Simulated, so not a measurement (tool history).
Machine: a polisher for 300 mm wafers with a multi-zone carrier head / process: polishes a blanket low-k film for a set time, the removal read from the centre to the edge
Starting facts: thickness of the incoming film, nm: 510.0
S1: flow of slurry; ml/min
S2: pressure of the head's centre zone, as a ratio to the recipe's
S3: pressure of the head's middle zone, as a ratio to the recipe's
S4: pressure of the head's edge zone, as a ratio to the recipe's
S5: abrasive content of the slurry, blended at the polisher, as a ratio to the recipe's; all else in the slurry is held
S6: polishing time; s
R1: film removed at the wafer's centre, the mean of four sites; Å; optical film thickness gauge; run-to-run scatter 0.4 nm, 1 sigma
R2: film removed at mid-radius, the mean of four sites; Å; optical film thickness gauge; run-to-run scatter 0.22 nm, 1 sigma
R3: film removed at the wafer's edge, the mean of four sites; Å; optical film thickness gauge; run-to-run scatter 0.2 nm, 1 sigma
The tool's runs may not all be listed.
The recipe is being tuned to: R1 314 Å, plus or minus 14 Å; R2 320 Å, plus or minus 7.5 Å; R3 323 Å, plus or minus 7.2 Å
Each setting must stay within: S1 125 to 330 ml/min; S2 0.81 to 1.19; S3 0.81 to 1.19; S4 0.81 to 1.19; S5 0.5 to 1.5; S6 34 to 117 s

run	hour	S1	S2	S3	S4	S5	S6	R1	R2	R3
1	0	210	1	1	1	1	75	249.83	252.24	257.24
2	8.8	210	1	1	1	1	58	188.26	193.15	200.18
3	15.5	210	1	1	1	1.15	58	202.43	204.96	212.92
4	20.3	220	1.01	1.02	1.02	1.2	60	217.07	218.23	227.75
5	25.4	220	1.01	1.02	1.02	1.2	44	159.47	161.93	167.21
6	32.4	220	1.01	1.03	1.03	1.25	48	176.45	182.2	186.33
7	40.7	225	1.02	1.04	1.04	1.3	51	193.29	197.42	202.93
8	41.5	230	1.03	1.05	1.05	1.35	54	211.53	216.47	218.93
9	43.5	235	1.04	1.06	1.06	1.35	56	219.49	224.75	227.86
10	44.2	240	1.05	1.07	1.07	1.35	58	235.82	236.37	236.83
11	52.6	240	1.05	1.07	1.08	1.35	60	240.27	242.84	246.49
12	60.1	245	1.05	1.08	1.09	1.35	61	248.93	252.46	254.29
13	64.9	250	1.05	1.09	1.1	1.35	62	254.03	260.2	258.64
14	66.7	255	1.05	1.09	1.11	1.35	63	258.48	262.52	265.74
15	70.3	260	1.05	1.1	1.12	1.35	64	257.53	271.06	266.73
16	74.1	255	1.05	1.1	1.13	1.35	65	268.59	274.92	273.97
17	78.8	255	1.05	1.1	1.13	1.35	65	264.37	274.29	274.41
18	80.8	255	1.05	1.1	1.14	1.35	66	269.49	279.66	276.24
19	84.1	265	1.05	1.1	1.14	1.35	66	265.8	278.32	278.59
20	89.1	265	1.05	1.1	1.15	1.35	67	272.73	284.84	284.55
21	93.3	270	1.05	1.1	1.16	1.35	67	276.83	283.23	287.81
22	101.8	275	1.05	1.1	1.16	1.35	67	272.1	285.31	288.51
23	107.9	280	1.06	1.1	1.16	1.35	67	275.76	283.51	289.98
24	110.3	285	1.07	1.11	1.16	1.35	67	276.05	291.54	292.59
25	116.5	285	1.07	1.11	1.16	1.35	67	280.45	287.82	288.53
26	118.8	290	1.08	1.12	1.18	1.45	68	293.77	301.42	308.64

Exercise: of the 4 proposed moves below, exactly one satisfies all targets within the stated allowed misses. Which move is it?
A	121.1	295	1.03	1.11	1.19	1.2	71	?	?	?
B	121.1	330	1.09	1.19	1.17	1.35	67	?	?	?
C	121.1	330	0.92	1.09	1.19	1.5	72	?	?	?
D	121.1	330	1.09	1.11	1.19	1.15	78	?	?	?

move	R1	R2	R3
A	272.39	289.1	293.6
B	289.37	307.41	290.64
C	272.74	319.22	328.34
D	314.68	315.01	319.2
A: moves away from the targets compared with the last run
B: moves away from the targets compared with the last run
C: the worst result of the last run now meets its target, but another is out of spec
D: every result lands within tolerance
Answer: D
